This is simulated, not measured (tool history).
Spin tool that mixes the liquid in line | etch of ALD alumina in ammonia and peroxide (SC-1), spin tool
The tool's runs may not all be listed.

run	hour	temperature setpoint of the liquid (C)	parts of 29 % ammonia solution to one part of 30 % peroxide (parts by volume)	time under the liquid (s)	thickness taken off the ALD alumina on a monitor wafer (Å)
1	0.0	55.0	0.80	90	34.046
2	2.2	55.0	0.95	90	35.328
3	9.2	60.5	0.95	90	47.109
4	15.8	59.0	0.95	90	43.576
5	24.6	59.0	0.70	90	42.583
6	30.7	63.0	0.70	90	52.157
7	37.9	61.5	0.70	90	48.858
8	40.4	60.0	0.70	90	44.722
9	48.3	58.5	0.70	90	40.919
10	57.1	57.5	0.70	90	39.518
11	64.9	56.5	0.70	90	36.700
12	69.9	55.5	0.70	90	34.733
13	70.6	54.5	0.70	90	33.647
14	75.7	53.5	0.70	90	31.941
15	81.6	53.5	0.70	90	31.330
16	87.2	53.0	0.70	90	30.776
17	92.1	52.5	0.70	90	30.008
18	100.0	52.0	0.70	90	28.748

The next listed run, before its measurement:
19	106.7	51.5	0.70	90	?

thickness taken off the ALD alumina on a monitor wafer (Å): 28.467

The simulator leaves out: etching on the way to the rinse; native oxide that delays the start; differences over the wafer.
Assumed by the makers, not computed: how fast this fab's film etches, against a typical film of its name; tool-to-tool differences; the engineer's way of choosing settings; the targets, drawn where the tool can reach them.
